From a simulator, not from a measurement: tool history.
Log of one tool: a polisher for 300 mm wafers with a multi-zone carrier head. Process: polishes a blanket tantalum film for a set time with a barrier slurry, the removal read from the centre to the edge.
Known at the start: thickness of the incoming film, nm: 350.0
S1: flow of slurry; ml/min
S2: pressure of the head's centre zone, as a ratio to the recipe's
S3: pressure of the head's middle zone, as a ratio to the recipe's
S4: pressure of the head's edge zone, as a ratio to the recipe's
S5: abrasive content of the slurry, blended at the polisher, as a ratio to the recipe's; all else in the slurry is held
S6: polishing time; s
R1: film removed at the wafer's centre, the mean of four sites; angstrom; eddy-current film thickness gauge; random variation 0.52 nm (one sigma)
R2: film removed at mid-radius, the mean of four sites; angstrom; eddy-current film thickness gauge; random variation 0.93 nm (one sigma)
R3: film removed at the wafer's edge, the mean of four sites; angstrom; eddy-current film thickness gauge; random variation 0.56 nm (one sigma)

Run 1, hour 0: S1 140 ml/min, S2 1, S3 1, S4 1, S5 1, S6 70 s. Result: R1 784.65 angstrom, R2 806.9 angstrom, R3 789.01 angstrom.
Run 2, hour 1.9: S1 140 ml/min, S2 1, S3 1, S4 1.06, S5 1, S6 70 s. Result: R1 769.95 angstrom, R2 814.26 angstrom, R3 806.29 angstrom.
Run 3, hour 4.3: S1 140 ml/min, S2 1, S3 1, S4 1.06, S5 1, S6 58 s. Result: R1 646.02 angstrom, R2 657.29 angstrom, R3 676.41 angstrom.
Run 4, hour 4.8: S1 140 ml/min, S2 1, S3 1, S4 1.06, S5 0.8, S6 58 s. Result: R1 622.39 angstrom, R2 634.15 angstrom, R3 639.23 angstrom.
Run 5, hour 7.4: S1 140 ml/min, S2 1, S3 1, S4 1.06, S5 0.8, S6 65 s. Result: R1 684.31 angstrom, R2 716.32 angstrom, R3 707.44 angstrom.
Run 6, hour 13.8: S1 135 ml/min, S2 1, S3 1.02, S4 1.04, S5 0.75, S6 65 s. Result: R1 675.2 angstrom, R2 723.98 angstrom, R3 686.08 angstrom.
Run 7, hour 18.6: S1 130 ml/min, S2 1, S3 1.03, S4 1.02, S5 0.75, S6 65 s. Result: R1 662.28 angstrom, R2 707.3 angstrom, R3 686.87 angstrom.

Run 8 comes next. What will it give?
Run 8, hour 25: S1 135 ml/min, S2 1, S3 1.05, S4 1, S5 0.7, S6 65 s. Result: R1 ?, R2 ?, R3 ?.

Run 8 gave R1 656.46 angstrom, R2 686.31 angstrom, R3 669.27 angstrom.
